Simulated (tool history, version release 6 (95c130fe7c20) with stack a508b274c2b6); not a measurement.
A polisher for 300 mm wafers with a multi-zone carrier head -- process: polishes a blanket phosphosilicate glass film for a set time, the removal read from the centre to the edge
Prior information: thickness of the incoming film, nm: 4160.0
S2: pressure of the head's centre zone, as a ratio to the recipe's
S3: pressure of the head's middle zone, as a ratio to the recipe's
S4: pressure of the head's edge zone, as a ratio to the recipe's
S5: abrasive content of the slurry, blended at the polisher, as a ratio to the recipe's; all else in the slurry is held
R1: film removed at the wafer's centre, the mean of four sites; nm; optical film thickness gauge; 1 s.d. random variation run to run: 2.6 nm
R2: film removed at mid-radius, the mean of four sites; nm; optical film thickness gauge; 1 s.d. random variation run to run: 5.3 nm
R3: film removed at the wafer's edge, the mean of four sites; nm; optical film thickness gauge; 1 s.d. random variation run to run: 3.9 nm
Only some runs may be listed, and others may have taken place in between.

Run 1, hour 0: flow of slurry (ml/min) 305, S2 1, S3 1, S4 1, S5 1, polishing time (s) 68. Result: R1 486.65 nm, R2 493 nm, R3 480.67 nm.
Run 2, hour 1.5: flow of slurry (ml/min) 305, S2 1, S3 1, S4 1.08, S5 1, polishing time (s) 68. Result: R1 491.74 nm, R2 486.76 nm, R3 509.34 nm.
Run 3, hour 5.9: flow of slurry (ml/min) 305, S2 0.99, S3 1, S4 1.04, S5 0.9, polishing time (s) 68. Result: R1 440.49 nm, R2 450.97 nm, R3 459.13 nm.
Run 4, hour 10: flow of slurry (ml/min) 305, S2 0.93, S3 1, S4 1.04, S5 0.9, polishing time (s) 68. Result: R1 418.31 nm, R2 446.84 nm, R3 448.52 nm.
Run 5, hour 18.2: flow of slurry (ml/min) 305, S2 0.98, S3 1, S4 1.04, S5 0.9, polishing time (s) 68. Result: R1 436.54 nm, R2 451.71 nm, R3 461.17 nm.
Run 6, hour 25: flow of slurry (ml/min) 365, S2 0.98, S3 1, S4 1.04, S5 0.9, polishing time (s) 68. Result: R1 444.17 nm, R2 463.51 nm, R3 460.04 nm.
Run 7, hour 26.7: flow of slurry (ml/min) 370, S2 0.97, S3 0.99, S4 1, S5 0.85, polishing time (s) 68. Result: R1 424.86 nm, R2 438.81 nm, R3 445.24 nm.
Run 8, hour 34.8: flow of slurry (ml/min) 370, S2 0.97, S3 1, S4 0.97, S5 0.8, polishing time (s) 67. Result: R1 399.16 nm, R2 399.79 nm, R3 408.13 nm.

For run 9, what comes out?
Run 9, hour 38: flow of slurry (ml/min) 370, S2 0.95, S3 1.02, S4 0.94, S5 0.8, polishing time (s) 67. Result: R1 ?, R2 ?, R3 ?.

R1: 383.61 nm
R2: 414.51 nm
R3: 395.7 nm
